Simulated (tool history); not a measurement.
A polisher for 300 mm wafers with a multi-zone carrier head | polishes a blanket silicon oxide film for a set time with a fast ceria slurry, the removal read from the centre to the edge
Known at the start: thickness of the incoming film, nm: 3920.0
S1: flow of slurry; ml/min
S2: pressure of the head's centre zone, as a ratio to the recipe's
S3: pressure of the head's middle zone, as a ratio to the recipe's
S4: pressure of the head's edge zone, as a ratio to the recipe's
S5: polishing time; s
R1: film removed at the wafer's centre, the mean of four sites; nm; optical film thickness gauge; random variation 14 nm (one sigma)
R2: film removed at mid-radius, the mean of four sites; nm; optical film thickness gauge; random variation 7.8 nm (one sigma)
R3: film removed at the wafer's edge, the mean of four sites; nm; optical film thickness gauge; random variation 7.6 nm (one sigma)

run 1 hour=0 | S1=285 S2=1 S3=1 S4=1 S5=76 | R1=979.12 R2=983.29 R3=958.98
run 2 hour=7.8 | S1=335 S2=1 S3=1 S4=1 S5=76 | R1=991.52 R2=988 R3=963.53
run 3 hour=13.5 | S1=335 S2=1 S3=1 S4=0.99 S5=76 | R1=992.29 R2=1001.3 R3=977.55
run 4 hour=16.4 | S1=335 S2=0.92 S3=1 S4=0.99 S5=76 | R1=896.69 R2=983.82 R3=950.66
-- hour=18.5 worn pad replaced by a new one
run 5 hour=18.5 | S1=335 S2=0.93 S3=1 S4=0.98 S5=76 | R1=1041.3 R2=1103.8 R3=1062.3
run 6 hour=25.7 | S1=335 S2=0.93 S3=1.06 S4=0.98 S5=76 | R1=1032.3 R2=1156 R3=1065
run 7 hour=32.6 | S1=330 S2=0.94 S3=1.06 S4=0.98 S5=75 | R1=1023.8 R2=1154.8 R3=1055.3
run 8 hour=35.6 | S1=325 S2=0.95 S3=1.06 S4=0.98 S5=74 | R1=999.75 R2=1130.7 R3=1041.3
run 9 hour=41.5 | S1=325 S2=0.96 S3=1.06 S4=0.98 S5=73 | R1=1038.6 R2=1116 R3=1043.1
run 10 hour=50.2 | S1=320 S2=0.96 S3=1.06 S4=0.97 S5=72 | R1=1002.6 R2=1097.3 R3=1011.2
run 11 hour=53.7 | S1=320 S2=0.96 S3=1.06 S4=0.97 S5=72 | R1=1009.5 R2=1095.1 R3=997.02
run 12 hour=56.3 | S1=315 S2=0.96 S3=1.06 S4=0.97 S5=72 | R1=1006.3 R2=1105.1 R3=987.18

The next listed run, before its measurement:
run 13 hour=59.4 | S1=310 S2=0.97 S3=1.06 S4=0.97 S5=72 | R1=? R2=? R3=?

{"run 13": {"R1": 1004.2, "R2": 1087.8, "R3": 1003.7}}
